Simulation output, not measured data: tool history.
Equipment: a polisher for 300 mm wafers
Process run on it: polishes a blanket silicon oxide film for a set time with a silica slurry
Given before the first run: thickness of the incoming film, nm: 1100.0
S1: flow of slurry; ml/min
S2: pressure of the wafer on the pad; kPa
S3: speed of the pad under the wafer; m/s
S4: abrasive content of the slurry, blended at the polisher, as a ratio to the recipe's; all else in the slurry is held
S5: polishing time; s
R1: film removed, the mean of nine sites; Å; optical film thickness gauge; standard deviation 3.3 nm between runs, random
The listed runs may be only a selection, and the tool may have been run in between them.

run 1 hour=0 | S1=205 S2=28.3 S3=1.52 S4=1 S5=59 | R1=1883.6
run 2 hour=1.3 | S1=205 S2=35.2 S3=1.52 S4=1 S5=59 | R1=2356.2
run 3 hour=9.6 | S1=205 S2=36.5 S3=1.52 S4=1 S5=59 | R1=2347.4
run 4 hour=10.5 | S1=205 S2=40.7 S3=1.52 S4=1 S5=59 | R1=2636.3
run 5 hour=13.3 | S1=205 S2=41.4 S3=1.54 S4=1 S5=59 | R1=2718
run 6 hour=14.6 | S1=205 S2=42.1 S3=1.56 S4=1 S5=59 | R1=2784.8
run 7 hour=18.4 | S1=205 S2=42.1 S3=1.58 S4=1 S5=59 | R1=2815.9
run 8 hour=25.1 | S1=205 S2=42.1 S3=1.6 S4=1 S5=59 | R1=2868.2

Predict the results of run 9:
run 9 hour=26.1 | S1=210 S2=42.7 S3=1.62 S4=1 S5=59 | R1=?

{"run 9": {"R1": 2856.7}}
